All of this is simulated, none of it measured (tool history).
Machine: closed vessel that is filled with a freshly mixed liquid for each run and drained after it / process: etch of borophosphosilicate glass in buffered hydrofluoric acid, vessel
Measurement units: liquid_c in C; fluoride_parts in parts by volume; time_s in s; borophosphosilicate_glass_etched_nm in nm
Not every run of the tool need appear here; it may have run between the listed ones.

run  hour  liquid_c  fluoride_parts  time_s  borophosphosilicate_glass_etched_nm
  1     0        21              14      85                               118.29
  2   7.4        21              14      85                                118.2
  3  11.2      19.5              14      85                               110.91
  4    13      19.5            17.5      85                               87.076
  5  20.2        18            17.5      85                               80.237
     29.1  -- thermometer replaced
  6  29.1        21              14      85                                133.5
  7  36.7      23.5            13.5      85                               159.81

Run 8 has not been measured yet. What should we expect?
  8  39.5        25            12.5      85                                    ?

Run 8 gave borophosphosilicate_glass_etched_nm 187.79 nm.

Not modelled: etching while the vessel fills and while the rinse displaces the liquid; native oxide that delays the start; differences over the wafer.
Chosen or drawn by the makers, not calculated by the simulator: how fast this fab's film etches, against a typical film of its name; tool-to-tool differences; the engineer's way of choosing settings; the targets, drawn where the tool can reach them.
